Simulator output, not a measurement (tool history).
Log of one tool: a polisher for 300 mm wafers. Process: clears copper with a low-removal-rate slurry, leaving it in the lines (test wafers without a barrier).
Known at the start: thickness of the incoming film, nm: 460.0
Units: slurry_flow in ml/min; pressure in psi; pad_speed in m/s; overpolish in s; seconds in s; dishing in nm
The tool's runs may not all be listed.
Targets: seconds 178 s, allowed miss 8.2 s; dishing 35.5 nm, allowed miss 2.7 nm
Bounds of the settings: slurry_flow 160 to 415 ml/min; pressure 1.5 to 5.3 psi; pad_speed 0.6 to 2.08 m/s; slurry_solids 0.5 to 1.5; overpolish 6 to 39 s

Run 1, hour 0: slurry_flow 265 ml/min, pressure 3.4 psi, pad_speed 1.34 m/s, slurry_solids 1, overpolish 20 s. Result: seconds 96.069 s, dishing 45.979 nm.
Run 2, hour 6.7: slurry_flow 265 ml/min, pressure 2.9 psi, pad_speed 1.32 m/s, slurry_solids 1, overpolish 21 s. Result: seconds 109.95 s, dishing 42.482 nm.
Run 3, hour 7.5: slurry_flow 265 ml/min, pressure 3.8 psi, pad_speed 1.32 m/s, slurry_solids 1, overpolish 21 s. Result: seconds 85.219 s, dishing 49.011 nm.
Run 4, hour 11.4: slurry_flow 265 ml/min, pressure 4.6 psi, pad_speed 1.32 m/s, slurry_solids 1, overpolish 21 s. Result: seconds 72.127 s, dishing 55.607 nm.
Run 5, hour 16: slurry_flow 265 ml/min, pressure 5.1 psi, pad_speed 1.32 m/s, slurry_solids 1, overpolish 21 s. Result: seconds 64.056 s, dishing 61.682 nm.
Run 6, hour 20.1: slurry_flow 265 ml/min, pressure 4.1 psi, pad_speed 1.24 m/s, slurry_solids 1, overpolish 23 s. Result: seconds 83.125 s, dishing 52.394 nm.
Run 7, hour 20.8: slurry_flow 260 ml/min, pressure 3.4 psi, pad_speed 1.16 m/s, slurry_solids 1, overpolish 25 s. Result: seconds 108.49 s, dishing 47.822 nm.
Run 8, hour 27.5: slurry_flow 260 ml/min, pressure 2.9 psi, pad_speed 1.14 m/s, slurry_solids 1, overpolish 25 s. Result: seconds 130.96 s, dishing 44.2 nm.
Run 9, hour 30.8: slurry_flow 260 ml/min, pressure 2.6 psi, pad_speed 1.14 m/s, slurry_solids 1, overpolish 24 s. Result: seconds 144.5 s, dishing 41.229 nm.
Run 10, hour 38.7: slurry_flow 260 ml/min, pressure 2.4 psi, pad_speed 1.14 m/s, slurry_solids 1, overpolish 23 s. Result: seconds 156.96 s, dishing 36.615 nm.
Run 11, hour 42.5: slurry_flow 260 ml/min, pressure 2.3 psi, pad_speed 1.14 m/s, slurry_solids 1, overpolish 23 s. Result: seconds 162.26 s, dishing 36.156 nm.
Run 12, hour 50.3: slurry_flow 260 ml/min, pressure 2.2 psi, pad_speed 1.14 m/s, slurry_solids 1, overpolish 23 s. Result: seconds 168.64 s, dishing 35.057 nm.

Which of these 5 next moves meets every target?
Run A, hour 58.1: slurry_flow 200 ml/min, pressure 1.5 psi, pad_speed 1.42 m/s, slurry_solids 1, overpolish 29 s. Result: seconds ?, dishing ?.
Run B, hour 58.1: slurry_flow 180 ml/min, pressure 2.6 psi, pad_speed 1.08 m/s, slurry_solids 0.9, overpolish 31 s. Result: seconds ?, dishing ?.
Run C, hour 58.1: slurry_flow 260 ml/min, pressure 3.1 psi, pad_speed 0.94 m/s, slurry_solids 1, overpolish 23 s. Result: seconds ?, dishing ?.
Run D, hour 58.1: slurry_flow 245 ml/min, pressure 2.2 psi, pad_speed 1.06 m/s, slurry_solids 1, overpolish 24 s. Result: seconds ?, dishing ?.
Run E, hour 58.1: slurry_flow 265 ml/min, pressure 2.6 psi, pad_speed 0.96 m/s, slurry_solids 0.7, overpolish 19 s. Result: seconds ?, dishing ?.

move  seconds  dishing
   A   201.64   35.205
   B   162.21   43.095
   C   145.21   39.082
   D   181.17   34.294
   E   181.14    29.45
A: takes the result that was furthest off past its target
B: further off than the last run
C: further off than the last run
D: meets every target
E: brings the result that was furthest off to its target, and leaves another outside
Answer: D

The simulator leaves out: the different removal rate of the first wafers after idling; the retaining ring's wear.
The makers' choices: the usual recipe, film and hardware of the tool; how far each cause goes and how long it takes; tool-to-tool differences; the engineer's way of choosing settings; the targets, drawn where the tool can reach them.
